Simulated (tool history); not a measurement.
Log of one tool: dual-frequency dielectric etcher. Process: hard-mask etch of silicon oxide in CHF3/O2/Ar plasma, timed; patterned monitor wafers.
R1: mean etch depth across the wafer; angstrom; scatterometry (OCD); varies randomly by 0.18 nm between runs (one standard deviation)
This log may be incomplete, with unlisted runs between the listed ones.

run 1 day=0 | source_power_(kW)=0.85 bias_power_(kW)=0.212 etch_time_(s)=16.5 | R1=389.41
run 2 day=0.271 | source_power_(kW)=0.8 bias_power_(kW)=0.2 etch_time_(s)=16.5 | R1=368.07
run 3 day=0.329 | source_power_(kW)=0.76 bias_power_(kW)=0.195 etch_time_(s)=16.5 | R1=361
run 4 day=0.454 | source_power_(kW)=0.73 bias_power_(kW)=0.187 etch_time_(s)=16.5 | R1=343.87
run 5 day=0.558 | source_power_(kW)=0.83 bias_power_(kW)=0.187 etch_time_(s)=16.5 | R1=361.28
run 6 day=0.725 | source_power_(kW)=0.79 bias_power_(kW)=0.182 etch_time_(s)=16.5 | R1=351.77
run 7 day=0.788 | source_power_(kW)=0.75 bias_power_(kW)=0.178 etch_time_(s)=16.5 | R1=340.94
run 8 day=0.821 | source_power_(kW)=0.72 bias_power_(kW)=0.176 etch_time_(s)=16.5 | R1=333.81
run 9 day=1.142 | source_power_(kW)=0.72 bias_power_(kW)=0.176 etch_time_(s)=16.5 | R1=333.76
run 10 day=1.383 | source_power_(kW)=0.55 bias_power_(kW)=0.153 etch_time_(s)=16.5 | R1=277.59
run 11 day=1.671 | source_power_(kW)=0.57 bias_power_(kW)=0.153 etch_time_(s)=16.5 | R1=282.75

Expected results for the next run?
run 12 day=1.929 | source_power_(kW)=0.58 bias_power_(kW)=0.153 etch_time_(s)=16.5 | R1=?

{"run 12": {"R1": 287.33}}
